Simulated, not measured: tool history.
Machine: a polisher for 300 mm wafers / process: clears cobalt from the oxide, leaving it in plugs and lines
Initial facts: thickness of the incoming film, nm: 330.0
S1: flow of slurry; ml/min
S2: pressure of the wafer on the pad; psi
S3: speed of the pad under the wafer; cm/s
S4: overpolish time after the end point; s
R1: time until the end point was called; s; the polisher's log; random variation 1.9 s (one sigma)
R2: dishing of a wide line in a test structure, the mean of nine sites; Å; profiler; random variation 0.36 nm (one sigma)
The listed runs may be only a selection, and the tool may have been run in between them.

| run | hour | S1 | S2 | S3 | S4 | R1 | R2 |
|---|---|---|---|---|---|---|---|
| 1 | 0.0 | 180 | 1.7 | 84 | 26 | 101.79 | 541.53 |
| 2 | 2.4 | 180 | 1.3 | 84 | 26 | 127.22 | 474.57 |
| 3 | 4.5 | 175 | 1.2 | 88 | 22 | 132.15 | 395.09 |
| 4 | 12.5 | 140 | 1.2 | 88 | 22 | 135.53 | 393.09 |
| 5 | 17.6 | 140 | 0.9 | 88 | 22 | 170.75 | 339.53 |
| 6 | 25.4 | 110 | 0.9 | 88 | 22 | 182.08 | 323.88 |
| 7 | 30.1 | 110 | 0.9 | 96 | 19 | 169.37 | 308.52 |
| 8 | 37.4 | 110 | 0.9 | 104 | 16 | 163.83 | 275.19 |
| 9 | 39.9 | 110 | 0.9 | 110 | 14 | 154.41 | 251.89 |
| 10 | 44.9 | 125 | 0.9 | 116 | 13 | 149.14 | 250.87 |
| 11 | 46.9 | 120 | 0.9 | 120 | 12 | 139.97 | 231.33 |

Predict the results of run 12:
| 12 | 55.5 | 135 | 0.9 | 122 | 11 | ? | ? |

R1: 141.07 s
R2: 227.45 Å

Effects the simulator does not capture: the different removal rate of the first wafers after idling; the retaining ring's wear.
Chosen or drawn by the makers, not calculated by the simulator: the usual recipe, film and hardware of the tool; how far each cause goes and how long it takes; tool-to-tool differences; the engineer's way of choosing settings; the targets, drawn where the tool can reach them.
